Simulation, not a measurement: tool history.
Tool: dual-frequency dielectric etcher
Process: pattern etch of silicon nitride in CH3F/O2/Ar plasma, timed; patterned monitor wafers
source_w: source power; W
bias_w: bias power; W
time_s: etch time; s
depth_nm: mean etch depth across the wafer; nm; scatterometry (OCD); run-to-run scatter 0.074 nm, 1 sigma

{"run": 1, "hour": 0.0, "source_w": 340, "bias_w": 74, "time_s": 23.5, "depth_nm": 14.921}
{"run": 2, "hour": 2.9, "source_w": 340, "bias_w": 79, "time_s": 23.5, "depth_nm": 15.371}
{"run": 3, "hour": 7.4, "source_w": 340, "bias_w": 79, "time_s": 23.5, "depth_nm": 15.224}
{"run": 4, "hour": 16.0, "source_w": 400, "bias_w": 79, "time_s": 23.5, "depth_nm": 16.385}
{"run": 5, "hour": 17.0, "source_w": 380, "bias_w": 79, "time_s": 23.5, "depth_nm": 16.023}
{"run": 6, "hour": 23.6, "source_w": 380, "bias_w": 79, "time_s": 23.5, "depth_nm": 15.963}

Expected results for the next run?
{"run": 7, "hour": 32.1, "source_w": 390, "bias_w": 80, "time_s": 23.5, "depth_nm": "?"}

For run 7 the tool returned depth_nm 16.32 nm.

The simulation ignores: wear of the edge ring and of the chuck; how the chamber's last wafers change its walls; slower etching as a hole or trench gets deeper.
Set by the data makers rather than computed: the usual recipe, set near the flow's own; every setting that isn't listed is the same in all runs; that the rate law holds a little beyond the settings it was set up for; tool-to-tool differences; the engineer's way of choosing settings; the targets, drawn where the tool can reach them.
